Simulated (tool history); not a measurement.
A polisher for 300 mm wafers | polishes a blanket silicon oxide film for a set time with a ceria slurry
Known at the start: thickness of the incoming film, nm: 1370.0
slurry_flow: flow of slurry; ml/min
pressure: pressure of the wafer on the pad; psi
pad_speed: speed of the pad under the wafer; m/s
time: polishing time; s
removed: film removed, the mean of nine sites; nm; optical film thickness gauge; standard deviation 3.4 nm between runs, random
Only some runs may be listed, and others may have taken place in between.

run	hour	slurry_flow	pressure	pad_speed	time	removed
1	0	315	2.1	1	107	318.33
2	2.6	315	1.9	1	107	290.86
3	11.4	315	1.9	1	107	295.33
4	14.5	315	1.8	1	107	275.69
5	17.9	315	2	1	107	307.19
6	19.2	315	1.9	1	107	292.43

Predict the results of run 7:
7	24	315	1.8	1	107	?

removed: 275.25 nm
